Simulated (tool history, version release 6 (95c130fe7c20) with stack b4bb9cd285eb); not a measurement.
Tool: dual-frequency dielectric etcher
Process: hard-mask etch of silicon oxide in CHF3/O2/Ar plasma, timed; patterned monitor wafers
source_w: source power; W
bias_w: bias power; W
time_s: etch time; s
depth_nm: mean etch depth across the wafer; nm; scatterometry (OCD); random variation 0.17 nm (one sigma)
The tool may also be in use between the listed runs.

{"run": 1, "hour": 0.0, "source_w": 460, "bias_w": 176, "time_s": 22.5, "depth_nm": 39.747}
{"run": 2, "hour": 4.9, "source_w": 420, "bias_w": 176, "time_s": 22.5, "depth_nm": 38.471}
{"run": 3, "hour": 6.2, "source_w": 460, "bias_w": 176, "time_s": 22.5, "depth_nm": 39.916}
{"run": 4, "hour": 6.9, "source_w": 440, "bias_w": 175, "time_s": 22.5, "depth_nm": 39.028}
{"run": 5, "hour": 11.7, "source_w": 470, "bias_w": 175, "time_s": 22.5, "depth_nm": 40.137}
{"run": 6, "hour": 19.6, "source_w": 450, "bias_w": 174, "time_s": 22.5, "depth_nm": 38.986}

Forecast run 7:
{"run": 7, "hour": 26.3, "source_w": 440, "bias_w": 173, "time_s": 22.5, "depth_nm": "?"}

depth_nm: 39.015 nm
